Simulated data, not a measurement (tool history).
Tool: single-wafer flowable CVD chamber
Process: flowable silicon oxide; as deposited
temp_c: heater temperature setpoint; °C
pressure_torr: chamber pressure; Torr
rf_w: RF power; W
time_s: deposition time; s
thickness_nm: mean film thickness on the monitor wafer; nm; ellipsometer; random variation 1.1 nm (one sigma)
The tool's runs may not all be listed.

run 1 hour=0.0 | temp_c=105 pressure_torr=1.11 rf_w=2610 time_s=942 | thickness_nm=710.13
run 2 hour=7.9 | temp_c=105 pressure_torr=1.11 rf_w=2610 time_s=942 | thickness_nm=712.87
run 3 hour=14.0 | temp_c=107 pressure_torr=1.11 rf_w=2610 time_s=942 | thickness_nm=655.87
run 4 hour=17.9 | temp_c=107 pressure_torr=1.11 rf_w=2610 time_s=971 | thickness_nm=679.50
run 5 hour=26.6 | temp_c=107 pressure_torr=1.11 rf_w=2610 time_s=942 | thickness_nm=660.09
run 6 hour=29.6 | temp_c=111 pressure_torr=1.11 rf_w=2610 time_s=942 | thickness_nm=568.50
run 7 hour=33.6 | temp_c=112 pressure_torr=1.11 rf_w=2610 time_s=942 | thickness_nm=548.39
run 8 hour=39.3 | temp_c=113 pressure_torr=1.11 rf_w=2610 time_s=942 | thickness_nm=530.14

The next listed run, before its measurement:
run 9 hour=41.3 | temp_c=114 pressure_torr=1.11 rf_w=2610 time_s=942 | thickness_nm=?

{"run 9": {"thickness_nm": 512.44}}
